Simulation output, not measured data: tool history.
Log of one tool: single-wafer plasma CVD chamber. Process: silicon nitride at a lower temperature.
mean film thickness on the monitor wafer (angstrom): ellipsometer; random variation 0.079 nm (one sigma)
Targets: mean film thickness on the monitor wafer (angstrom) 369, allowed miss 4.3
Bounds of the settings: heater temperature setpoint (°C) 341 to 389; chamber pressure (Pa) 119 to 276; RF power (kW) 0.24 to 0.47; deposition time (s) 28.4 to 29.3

run,day,heater temperature setpoint (°C),chamber pressure (Pa),RF power (kW),deposition time (s),mean film thickness on the monitor wafer (angstrom)
1,0,365,197,0.355,28.4,306.51
2,0.125,365,211,0.365,28.4,318.24
3,0.454,365,221,0.37,28.4,325.9
4,0.508,365,221,0.325,28.4,302.48
5,0.733,365,221,0.365,28.4,322.89
# day 1.083: RF generator calibrated
6,1.083,365,231,0.37,28.4,335.66
7,1.338,365,239,0.37,28.4,339.36
8,1.671,365,245,0.37,28.4,342.72

5 next moves are on the table. One of them brings every result within its allowed miss. Which?
A,2.004,364,257,0.38,29.2,?
B,2.004,369,273,0.38,29.3,?
C,2.004,372,261,0.43,28.8,?
D,2.004,365,245,0.38,29.2,?
E,2.004,370,255,0.38,28.8,?

move,mean film thickness on the monitor wafer (angstrom)
A,361.14
B,367.25
C,380.34
D,356.36
E,354.29
A: nearer than the last run, and not there yet
B: meets every target
C: takes the result that was furthest off past its target
D: nearer than the last run, and not there yet
E: nearer than the last run, and not there yet
The right move is B.
